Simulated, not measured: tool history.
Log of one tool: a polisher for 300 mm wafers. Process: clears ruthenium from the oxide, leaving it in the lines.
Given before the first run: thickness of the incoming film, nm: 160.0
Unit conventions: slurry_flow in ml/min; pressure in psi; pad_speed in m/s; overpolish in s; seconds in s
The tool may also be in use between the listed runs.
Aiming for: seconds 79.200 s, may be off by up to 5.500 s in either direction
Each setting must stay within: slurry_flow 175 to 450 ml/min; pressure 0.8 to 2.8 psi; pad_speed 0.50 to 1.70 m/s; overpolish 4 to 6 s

run	hour	slurry_flow	pressure	pad_speed	overpolish	seconds
1	0.0	290	1.8	1.10	6	113.890
2	2.1	345	1.8	1.10	6	116.570
3	7.2	345	1.9	1.10	6	108.010
4	11.8	345	2.2	1.12	6	93.011
5	15.2	345	2.2	1.12	4	96.475
6	16.2	345	2.2	1.12	6	91.454
7	21.4	345	2.3	1.14	6	88.059
8	29.8	345	2.3	1.14	6	90.567

Next run, 4 choices. One meets every target within its allowed miss, the rest don't. Which?
A	38.2	410	2.3	0.86	6	?
B	38.2	340	2.4	1.24	5	?
C	38.2	360	2.8	1.38	4	?
D	38.2	395	2.8	1.28	5	?

move	seconds
A	111.770
B	83.525
C	65.982
D	69.486
A: moves away from the targets compared with the last run
B: meets every target
C: takes the biggest miss from the last run beyond its target
D: takes the biggest miss from the last run beyond its target
B meets every target.
